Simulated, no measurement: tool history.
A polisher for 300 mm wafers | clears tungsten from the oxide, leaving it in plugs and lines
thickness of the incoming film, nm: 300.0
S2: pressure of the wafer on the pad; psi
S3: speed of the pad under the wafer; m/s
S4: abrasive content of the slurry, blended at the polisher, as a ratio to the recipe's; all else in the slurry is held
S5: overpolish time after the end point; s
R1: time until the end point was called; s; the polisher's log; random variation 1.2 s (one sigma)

Run 1, hour 0.0: flow of slurry (ml/min) 260, S2 2.5 psi, S3 0.84 m/s, S4 1.00, S5 15 s. Result: R1 129.340 s.
Run 2, hour 0.7: flow of slurry (ml/min) 260, S2 2.8 psi, S3 0.84 m/s, S4 1.00, S5 15 s. Result: R1 121.500 s.
Run 3, hour 8.1: flow of slurry (ml/min) 260, S2 2.8 psi, S3 0.84 m/s, S4 1.00, S5 12 s. Result: R1 117.980 s.
Run 4, hour 8.7: flow of slurry (ml/min) 260, S2 2.2 psi, S3 0.84 m/s, S4 1.00, S5 12 s. Result: R1 139.370 s.
Run 5, hour 15.3: flow of slurry (ml/min) 260, S2 2.2 psi, S3 0.84 m/s, S4 0.85, S5 12 s. Result: R1 143.560 s.
Run 6, hour 22.0: flow of slurry (ml/min) 235, S2 2.2 psi, S3 0.84 m/s, S4 0.85, S5 12 s. Result: R1 147.220 s.
Run 7, hour 30.4: flow of slurry (ml/min) 235, S2 2.2 psi, S3 0.84 m/s, S4 0.85, S5 12 s. Result: R1 147.620 s.
Run 8, hour 33.7: flow of slurry (ml/min) 235, S2 2.2 psi, S3 0.84 m/s, S4 0.85, S5 12 s. Result: R1 142.180 s.
Run 9, hour 36.3: flow of slurry (ml/min) 235, S2 2.7 psi, S3 0.86 m/s, S4 0.85, S5 12 s. Result: R1 123.750 s.
Run 10, hour 45.2: flow of slurry (ml/min) 235, S2 3.1 psi, S3 0.88 m/s, S4 0.85, S5 12 s. Result: R1 113.320 s.
At hour 50.7: slurry nozzle cleaned.
Run 11, hour 50.7: flow of slurry (ml/min) 235, S2 3.4 psi, S3 0.90 m/s, S4 0.85, S5 12 s. Result: R1 98.431 s.
Run 12, hour 53.9: flow of slurry (ml/min) 235, S2 3.5 psi, S3 0.90 m/s, S4 0.85, S5 12 s. Result: R1 96.733 s.
Run 13, hour 57.2: flow of slurry (ml/min) 235, S2 3.6 psi, S3 0.90 m/s, S4 0.85, S5 12 s. Result: R1 95.064 s.
Run 14, hour 61.0: flow of slurry (ml/min) 235, S2 3.6 psi, S3 0.90 m/s, S4 0.85, S5 12 s. Result: R1 93.702 s.

Run 15 comes next. What will it give?
Run 15, hour 61.7: flow of slurry (ml/min) 235, S2 3.7 psi, S3 0.90 m/s, S4 0.85, S5 12 s. Result: R1 ?.

{"run 15": {"R1": 92.373}}

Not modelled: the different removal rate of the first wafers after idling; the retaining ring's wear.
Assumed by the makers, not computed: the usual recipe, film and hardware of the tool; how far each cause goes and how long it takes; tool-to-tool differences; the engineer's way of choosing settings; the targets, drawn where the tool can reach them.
